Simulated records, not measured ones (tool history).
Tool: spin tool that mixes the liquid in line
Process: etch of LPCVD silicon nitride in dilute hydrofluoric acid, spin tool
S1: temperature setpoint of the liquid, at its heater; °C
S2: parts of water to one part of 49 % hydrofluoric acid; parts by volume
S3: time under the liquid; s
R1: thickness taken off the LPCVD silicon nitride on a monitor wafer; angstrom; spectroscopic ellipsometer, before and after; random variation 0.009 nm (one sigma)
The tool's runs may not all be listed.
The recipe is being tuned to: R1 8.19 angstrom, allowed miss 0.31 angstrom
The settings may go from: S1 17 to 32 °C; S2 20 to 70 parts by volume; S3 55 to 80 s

run  hour    S1  S2  S3      R1
  1     0    24  40  80  13.401
  2   3.9  22.5  40  80  12.221
  3   5.5    25  40  80  14.623
  4  11.6    25  50  80  11.559
  5  15.6    25  35  80    16.4
  6  20.1  23.5  35  80  14.923
  7  21.6    22  35  80  13.296
  8  29.5    21  35  80  12.477
  9    32    21  35  80  12.375
 10  35.4    20  35  80  11.645

4 next moves are on the table. One of them brings every result within its allowed miss. Which?
  A  38.8  21.5  45  60   ?
  B  38.8  19.5  40  60   ?
  C  38.8    19  35  55   ?
  D  38.8    17  35  70   ?

move      R1
   A  7.6197
   B  7.4347
   C  7.4867
   D  8.2677
A: pushes the last run's worst result past its target
B: pushes the last run's worst result past its target
C: pushes the last run's worst result past its target
D: meets every target
Answer: D

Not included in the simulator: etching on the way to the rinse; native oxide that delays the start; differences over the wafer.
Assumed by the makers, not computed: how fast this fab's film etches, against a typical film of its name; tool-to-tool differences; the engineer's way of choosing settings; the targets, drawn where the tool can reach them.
